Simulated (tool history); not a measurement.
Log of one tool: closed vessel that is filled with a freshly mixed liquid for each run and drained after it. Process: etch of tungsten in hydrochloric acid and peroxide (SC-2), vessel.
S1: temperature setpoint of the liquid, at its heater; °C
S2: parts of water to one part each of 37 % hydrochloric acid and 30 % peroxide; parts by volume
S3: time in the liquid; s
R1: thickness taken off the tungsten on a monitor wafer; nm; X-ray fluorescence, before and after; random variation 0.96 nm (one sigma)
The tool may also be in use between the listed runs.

Run 1, hour 0.0: S1 64.0 °C, S2 7.0 parts by volume, S3 105 s. Result: R1 60.623 nm.
Run 2, hour 5.8: S1 66.0 °C, S2 7.0 parts by volume, S3 105 s. Result: R1 67.502 nm.
Run 3, hour 8.6: S1 61.0 °C, S2 7.0 parts by volume, S3 105 s. Result: R1 50.179 nm.
Run 4, hour 10.1: S1 64.0 °C, S2 7.0 parts by volume, S3 105 s. Result: R1 60.813 nm.
Run 5, hour 12.9: S1 57.0 °C, S2 7.0 parts by volume, S3 105 s. Result: R1 38.537 nm.
Run 6, hour 16.4: S1 62.0 °C, S2 7.0 parts by volume, S3 105 s. Result: R1 53.148 nm.
Run 7, hour 21.2: S1 64.5 °C, S2 7.0 parts by volume, S3 105 s. Result: R1 61.879 nm.
Run 8, hour 22.1: S1 66.5 °C, S2 7.0 parts by volume, S3 105 s. Result: R1 68.974 nm.
Run 9, hour 24.0: S1 68.0 °C, S2 6.5 parts by volume, S3 105 s. Result: R1 80.578 nm.
Run 10, hour 27.4: S1 69.0 °C, S2 6.5 parts by volume, S3 105 s. Result: R1 85.775 nm.

Forecast run 11:
Run 11, hour 35.3: S1 70.0 °C, S2 6.5 parts by volume, S3 105 s. Result: R1 ?.

{"run 11": {"R1": 89.845}}
